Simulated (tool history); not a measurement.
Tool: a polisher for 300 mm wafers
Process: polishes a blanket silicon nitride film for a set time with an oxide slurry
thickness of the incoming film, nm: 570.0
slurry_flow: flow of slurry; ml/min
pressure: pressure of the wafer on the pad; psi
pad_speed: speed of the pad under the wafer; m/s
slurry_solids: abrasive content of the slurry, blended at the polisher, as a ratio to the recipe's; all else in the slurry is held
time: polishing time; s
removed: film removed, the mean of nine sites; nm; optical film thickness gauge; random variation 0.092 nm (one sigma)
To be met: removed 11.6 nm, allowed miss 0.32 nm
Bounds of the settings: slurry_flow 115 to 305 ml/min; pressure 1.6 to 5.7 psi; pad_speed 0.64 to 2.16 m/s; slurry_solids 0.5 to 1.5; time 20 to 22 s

run 1 hour=0 | slurry_flow=195 pressure=3.6 pad_speed=1.4 slurry_solids=1 time=22 | removed=17.968
run 2 hour=5 | slurry_flow=195 pressure=3.6 pad_speed=1.62 slurry_solids=1 time=22 | removed=20.027
run 3 hour=8.2 | slurry_flow=195 pressure=3.6 pad_speed=1.62 slurry_solids=0.85 time=22 | removed=18.829
run 4 hour=12.6 | slurry_flow=190 pressure=3 pad_speed=1.62 slurry_solids=0.85 time=22 | removed=15.791
run 5 hour=17 | slurry_flow=190 pressure=3 pad_speed=1.76 slurry_solids=0.85 time=22 | removed=16.773
run 6 hour=22.1 | slurry_flow=190 pressure=3 pad_speed=2.02 slurry_solids=0.85 time=22 | removed=18.755
run 7 hour=25.1 | slurry_flow=185 pressure=2.5 pad_speed=1.98 slurry_solids=0.85 time=22 | removed=15.343
run 8 hour=26.8 | slurry_flow=150 pressure=1.6 pad_speed=1.98 slurry_solids=0.85 time=22 | removed=10.03
run 9 hour=31.1 | slurry_flow=170 pressure=1.6 pad_speed=1.98 slurry_solids=0.85 time=22 | removed=9.9265
run 10 hour=36.5 | slurry_flow=170 pressure=1.7 pad_speed=1.98 slurry_solids=0.85 time=22 | removed=10.534
run 11 hour=42.7 | slurry_flow=185 pressure=1.7 pad_speed=1.98 slurry_solids=0.85 time=22 | removed=10.706
run 12 hour=44.7 | slurry_flow=200 pressure=1.7 pad_speed=1.98 slurry_solids=0.85 time=22 | removed=10.917
run 13 hour=52.6 | slurry_flow=210 pressure=1.7 pad_speed=1.98 slurry_solids=0.85 time=22 | removed=10.971
run 14 hour=53.5 | slurry_flow=210 pressure=1.7 pad_speed=1.98 slurry_solids=0.85 time=22 | removed=10.95
run 15 hour=62.2 | slurry_flow=220 pressure=1.7 pad_speed=1.98 slurry_solids=0.85 time=22 | removed=10.879

4 next moves are on the table. One of them brings every result within its allowed miss. Which?
run A hour=70.9 | slurry_flow=145 pressure=2.1 pad_speed=1.56 slurry_solids=0.75 time=22 | removed=?
run B hour=70.9 | slurry_flow=215 pressure=2 pad_speed=2.06 slurry_solids=0.8 time=21 | removed=?
run C hour=70.9 | slurry_flow=205 pressure=1.6 pad_speed=1.96 slurry_solids=0.85 time=21 | removed=?
run D hour=70.9 | slurry_flow=235 pressure=1.8 pad_speed=2.16 slurry_solids=0.8 time=21 | removed=?

move=A removed=9.9445
move=B removed=12.133
move=C removed=9.6344
move=D removed=11.507
A: further off than the last run
B: takes the result that was furthest off past its target
C: further off than the last run
D: meets every target
Answer: D

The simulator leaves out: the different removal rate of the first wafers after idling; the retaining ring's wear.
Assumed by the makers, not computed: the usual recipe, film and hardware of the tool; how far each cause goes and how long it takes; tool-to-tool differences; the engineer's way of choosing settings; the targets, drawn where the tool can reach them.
